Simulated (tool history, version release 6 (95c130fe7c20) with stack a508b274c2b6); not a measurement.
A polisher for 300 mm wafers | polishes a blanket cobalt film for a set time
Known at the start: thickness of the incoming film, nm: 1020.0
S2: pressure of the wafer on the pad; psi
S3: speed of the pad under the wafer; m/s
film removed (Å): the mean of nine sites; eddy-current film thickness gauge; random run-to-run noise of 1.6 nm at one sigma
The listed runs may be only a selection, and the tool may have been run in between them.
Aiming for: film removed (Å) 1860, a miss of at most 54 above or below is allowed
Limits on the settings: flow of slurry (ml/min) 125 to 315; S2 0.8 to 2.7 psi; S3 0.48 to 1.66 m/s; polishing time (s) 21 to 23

Run 1, hour 0: flow of slurry (ml/min) 205, S2 1.7 psi, S3 1.06 m/s, polishing time (s) 23. Result: film removed (Å) 1042.2.
Run 2, hour 0.7: flow of slurry (ml/min) 210, S2 2 psi, S3 1.06 m/s, polishing time (s) 23. Result: film removed (Å) 1224.5.
Run 3, hour 5.1: flow of slurry (ml/min) 215, S2 2.2 psi, S3 1.08 m/s, polishing time (s) 23. Result: film removed (Å) 1384.7.
Run 4, hour 8.4: flow of slurry (ml/min) 215, S2 2.4 psi, S3 1.1 m/s, polishing time (s) 23. Result: film removed (Å) 1502.2.
Run 5, hour 15.6: flow of slurry (ml/min) 215, S2 2.4 psi, S3 1.1 m/s, polishing time (s) 21. Result: film removed (Å) 1391.4.
Run 6, hour 24.5: flow of slurry (ml/min) 215, S2 2.4 psi, S3 0.98 m/s, polishing time (s) 21. Result: film removed (Å) 1247.5.
Run 7, hour 28.6: flow of slurry (ml/min) 225, S2 2.5 psi, S3 1.06 m/s, polishing time (s) 21. Result: film removed (Å) 1394.8.
Run 8, hour 30.3: flow of slurry (ml/min) 225, S2 2.6 psi, S3 1.14 m/s, polishing time (s) 21. Result: film removed (Å) 1563.7.
Run 9, hour 35.6: flow of slurry (ml/min) 225, S2 2.6 psi, S3 1.2 m/s, polishing time (s) 21. Result: film removed (Å) 1595.
Run 10, hour 44.6: flow of slurry (ml/min) 225, S2 2.6 psi, S3 1.2 m/s, polishing time (s) 21. Result: film removed (Å) 1628.4.
Run 11, hour 47.3: flow of slurry (ml/min) 225, S2 2.6 psi, S3 1.24 m/s, polishing time (s) 21. Result: film removed (Å) 1665.
Run 12, hour 54.9: flow of slurry (ml/min) 225, S2 2.6 psi, S3 1.28 m/s, polishing time (s) 21. Result: film removed (Å) 1697.6.
Run 13, hour 62.9: flow of slurry (ml/min) 225, S2 2.6 psi, S3 1.3 m/s, polishing time (s) 21. Result: film removed (Å) 1724.2.
Run 14, hour 70: flow of slurry (ml/min) 225, S2 2.6 psi, S3 1.32 m/s, polishing time (s) 21. Result: film removed (Å) 1770.8.

Exercise: of the 4 proposed moves below, exactly one satisfies all targets within the stated allowed misses. Which move is it?
Run A, hour 77.1: flow of slurry (ml/min) 285, S2 2.2 psi, S3 1.36 m/s, polishing time (s) 23. Result: film removed (Å) ?.
Run B, hour 77.1: flow of slurry (ml/min) 220, S2 2.7 psi, S3 1.16 m/s, polishing time (s) 21. Result: film removed (Å) ?.
Run C, hour 77.1: flow of slurry (ml/min) 220, S2 2.4 psi, S3 1.42 m/s, polishing time (s) 23. Result: film removed (Å) ?.
Run D, hour 77.1: flow of slurry (ml/min) 230, S2 2.6 psi, S3 1.2 m/s, polishing time (s) 23. Result: film removed (Å) ?.

move  film removed (Å)
   A            1715.3
   B            1624.6
   C            1882.1
   D            1774.1
A: moves away from the targets compared with the last run
B: moves away from the targets compared with the last run
C: all results in spec
D: just as far off the targets as the last run
C meets every target.
